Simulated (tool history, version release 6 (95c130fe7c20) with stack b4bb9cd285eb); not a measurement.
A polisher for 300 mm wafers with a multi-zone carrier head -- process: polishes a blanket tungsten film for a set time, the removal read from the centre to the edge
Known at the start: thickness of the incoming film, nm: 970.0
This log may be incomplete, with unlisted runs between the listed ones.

run	hour	flow of slurry (ml/min)	pressure of the head's centre zone	pressure of the head's middle zone	pressure of the head's edge zone	abrasive content of the slurry	polishing time (s)	film removed at the wafer's centre (nm)	film removed at mid-radius (nm)	film removed at the wafer's edge (nm)
1	0.0	320	1.00	1.00	1.00	1.00	68	285.22	275.78	296.57
2	5.0	320	1.08	1.00	1.00	1.00	68	307.89	286.17	298.00
3	13.6	325	1.10	1.05	1.03	1.05	68	315.27	301.54	300.55
4	20.5	325	1.10	1.05	0.98	1.05	68	309.59	298.24	295.63
5	27.7	280	1.10	1.05	0.98	1.05	68	310.19	288.39	293.37
6	31.2	280	1.10	1.05	0.98	1.25	68	318.59	298.25	300.12
7	38.8	300	1.10	1.08	1.02	1.30	68	321.37	307.00	306.99
8	43.2	325	1.10	1.11	1.04	1.35	69	337.82	322.18	317.49
# hour 45.8: edge zone pressure recalibrated
9	45.8	325	1.10	1.11	1.04	1.35	69	332.39	326.14	308.56

Expected results for the next run?
10	46.9	325	1.09	1.12	1.06	1.40	70	?	?	?

Run 10 came out at film removed at the wafer's centre (nm) 336.90, film removed at mid-radius (nm) 331.26, film removed at the wafer's edge (nm) 318.23.
